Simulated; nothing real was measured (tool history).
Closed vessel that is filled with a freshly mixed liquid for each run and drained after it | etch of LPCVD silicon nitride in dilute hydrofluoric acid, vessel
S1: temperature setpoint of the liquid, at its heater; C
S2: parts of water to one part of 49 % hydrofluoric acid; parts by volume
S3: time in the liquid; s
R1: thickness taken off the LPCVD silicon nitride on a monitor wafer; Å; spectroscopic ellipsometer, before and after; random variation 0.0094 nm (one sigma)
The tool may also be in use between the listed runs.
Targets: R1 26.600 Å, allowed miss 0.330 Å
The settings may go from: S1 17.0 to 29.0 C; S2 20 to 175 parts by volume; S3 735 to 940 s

| run | hour | S1 | S2 | S3 | R1 |
|---|---|---|---|---|---|
| 1 | 0.0 | 21.0 | 95 | 940 | 34.350 |
| 2 | 3.5 | 20.0 | 95 | 940 | 31.823 |
| 3 | 5.5 | 19.5 | 95 | 940 | 30.849 |
| 4 | 11.2 | 19.5 | 70 | 940 | 41.603 |
| 5 | 19.8 | 21.0 | 70 | 940 | 46.038 |
| 6 | 29.4 | 21.0 | 40 | 940 | 79.152 |
| 7 | 34.4 | 20.0 | 55 | 940 | 54.385 |
| 8 | 38.5 | 19.0 | 65 | 940 | 43.017 |
| 9 | 44.3 | 17.0 | 95 | 940 | 26.067 |

Which of these 5 next moves meets every target?
| A | 50.1 | 17.0 | 90 | 890 | ? |
| B | 50.1 | 17.5 | 90 | 845 | ? |
| C | 50.1 | 18.0 | 85 | 790 | ? |
| D | 50.1 | 17.0 | 75 | 740 | ? |
| E | 50.1 | 17.5 | 95 | 935 | ? |

| move | R1 |
|---|---|
| A | 25.934 |
| B | 25.498 |
| C | 26.092 |
| D | 25.732 |
| E | 26.773 |
A: further off than the last run
B: further off than the last run
C: as far off as the last run
D: further off than the last run
E: meets every target
The right move is E.
